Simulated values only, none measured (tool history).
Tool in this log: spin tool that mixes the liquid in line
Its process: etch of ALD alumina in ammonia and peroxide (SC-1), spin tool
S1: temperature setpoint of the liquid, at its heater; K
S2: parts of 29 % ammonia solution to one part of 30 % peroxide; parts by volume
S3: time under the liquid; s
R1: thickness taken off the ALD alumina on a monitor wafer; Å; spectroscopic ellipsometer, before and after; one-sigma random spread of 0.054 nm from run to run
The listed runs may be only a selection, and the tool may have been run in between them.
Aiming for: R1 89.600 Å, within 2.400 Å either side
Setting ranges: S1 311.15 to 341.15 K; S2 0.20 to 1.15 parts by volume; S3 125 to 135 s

run	hour	S1	S2	S3	R1
1	0.0	325.15	0.65	125	110.990
2	5.9	322.65	0.65	125	96.554
3	14.6	318.65	0.65	125	77.744
4	19.5	319.65	0.65	125	80.903
5	27.4	320.15	0.65	125	84.160
6	34.5	314.15	0.65	125	60.035
# hour 37.8: ammonia flow meter replaced
7	37.8	316.15	0.65	125	67.621
8	46.2	317.65	0.65	125	73.958
9	54.5	318.65	0.65	125	79.201
10	58.0	319.15	0.65	125	79.229
11	65.3	319.65	0.65	125	82.902
12	70.4	320.15	0.65	125	85.588

Exercise: of the 5 proposed moves below, exactly one satisfies all targets within the stated allowed misses. Which move is it?
A	75.5	317.65	0.80	135	?
B	75.5	320.15	0.45	135	?
C	75.5	318.15	0.95	130	?
D	75.5	318.65	0.95	125	?
E	75.5	318.65	0.60	125	?

move	R1
A	80.972
B	88.317
C	81.555
D	80.678
E	77.221
A: its largest miss is bigger than the last run's
B: all results land within tolerance of their targets
C: its largest miss is bigger than the last run's
D: its largest miss is bigger than the last run's
E: its largest miss is bigger than the last run's
The right move is B.
